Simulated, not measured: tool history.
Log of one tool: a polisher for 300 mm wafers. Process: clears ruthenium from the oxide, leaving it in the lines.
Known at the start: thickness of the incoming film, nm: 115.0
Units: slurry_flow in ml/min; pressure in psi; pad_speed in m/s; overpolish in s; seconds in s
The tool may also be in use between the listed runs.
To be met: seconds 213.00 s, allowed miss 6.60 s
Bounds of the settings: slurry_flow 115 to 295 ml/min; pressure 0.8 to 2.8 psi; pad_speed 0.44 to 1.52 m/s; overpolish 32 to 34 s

Run 1, hour 0.0: slurry_flow 190 ml/min, pressure 1.8 psi, pad_speed 0.98 m/s, overpolish 32 s. Result: seconds 117.21 s.
Run 2, hour 5.3: slurry_flow 215 ml/min, pressure 1.8 psi, pad_speed 0.98 m/s, overpolish 32 s. Result: seconds 116.74 s.
Run 3, hour 6.1: slurry_flow 215 ml/min, pressure 2.0 psi, pad_speed 0.98 m/s, overpolish 32 s. Result: seconds 106.22 s.
Run 4, hour 8.3: slurry_flow 215 ml/min, pressure 1.8 psi, pad_speed 0.96 m/s, overpolish 32 s. Result: seconds 117.29 s.
Run 5, hour 9.2: slurry_flow 215 ml/min, pressure 2.1 psi, pad_speed 0.96 m/s, overpolish 32 s. Result: seconds 103.52 s.
Run 6, hour 12.3: slurry_flow 215 ml/min, pressure 1.9 psi, pad_speed 0.94 m/s, overpolish 32 s. Result: seconds 113.92 s.
Run 7, hour 15.5: slurry_flow 215 ml/min, pressure 1.7 psi, pad_speed 0.92 m/s, overpolish 32 s. Result: seconds 129.24 s.
Run 8, hour 21.8: slurry_flow 215 ml/min, pressure 1.6 psi, pad_speed 0.90 m/s, overpolish 32 s. Result: seconds 138.89 s.
Run 9, hour 22.9: slurry_flow 215 ml/min, pressure 1.5 psi, pad_speed 0.90 m/s, overpolish 32 s. Result: seconds 146.71 s.
Run 10, hour 26.9: slurry_flow 215 ml/min, pressure 1.4 psi, pad_speed 0.90 m/s, overpolish 32 s. Result: seconds 157.87 s.
Run 11, hour 35.1: slurry_flow 195 ml/min, pressure 0.9 psi, pad_speed 0.90 m/s, overpolish 32 s. Result: seconds 228.01 s.
Run 12, hour 43.1: slurry_flow 200 ml/min, pressure 0.9 psi, pad_speed 0.90 m/s, overpolish 32 s. Result: seconds 228.98 s.
Run 13, hour 47.9: slurry_flow 205 ml/min, pressure 0.9 psi, pad_speed 0.90 m/s, overpolish 32 s. Result: seconds 228.53 s.
Run 14, hour 49.7: slurry_flow 210 ml/min, pressure 0.9 psi, pad_speed 0.90 m/s, overpolish 32 s. Result: seconds 226.34 s.
Run 15, hour 56.0: slurry_flow 210 ml/min, pressure 0.9 psi, pad_speed 0.90 m/s, overpolish 32 s. Result: seconds 226.20 s.
Run 16, hour 64.0: slurry_flow 215 ml/min, pressure 0.9 psi, pad_speed 0.90 m/s, overpolish 32 s. Result: seconds 222.80 s.
Run 17, hour 72.8: slurry_flow 220 ml/min, pressure 0.9 psi, pad_speed 0.90 m/s, overpolish 32 s. Result: seconds 225.13 s.
At hour 76.4: head pressure recalibrated.
Run 18, hour 76.4: slurry_flow 225 ml/min, pressure 0.9 psi, pad_speed 0.90 m/s, overpolish 32 s. Result: seconds 239.99 s.
Run 19, hour 82.1: slurry_flow 220 ml/min, pressure 0.9 psi, pad_speed 0.90 m/s, overpolish 32 s. Result: seconds 240.53 s.
Run 20, hour 83.5: slurry_flow 230 ml/min, pressure 1.1 psi, pad_speed 0.90 m/s, overpolish 32 s. Result: seconds 199.35 s.

4 next moves are on the table. One of them brings every result within its allowed miss. Which?
Run A, hour 84.9: slurry_flow 220 ml/min, pressure 1.8 psi, pad_speed 0.64 m/s, overpolish 32 s. Result: seconds ?.
Run B, hour 84.9: slurry_flow 200 ml/min, pressure 1.0 psi, pad_speed 0.94 m/s, overpolish 33 s. Result: seconds ?.
Run C, hour 84.9: slurry_flow 265 ml/min, pressure 1.4 psi, pad_speed 0.74 m/s, overpolish 32 s. Result: seconds ?.
Run D, hour 84.9: slurry_flow 205 ml/min, pressure 1.5 psi, pad_speed 0.82 m/s, overpolish 32 s. Result: seconds ?.

move  seconds
   A   186.40
   B   214.37
   C   197.99
   D   173.71
A: further off than the last run
B: meets every target
C: further off than the last run
D: further off than the last run
The right move is B.

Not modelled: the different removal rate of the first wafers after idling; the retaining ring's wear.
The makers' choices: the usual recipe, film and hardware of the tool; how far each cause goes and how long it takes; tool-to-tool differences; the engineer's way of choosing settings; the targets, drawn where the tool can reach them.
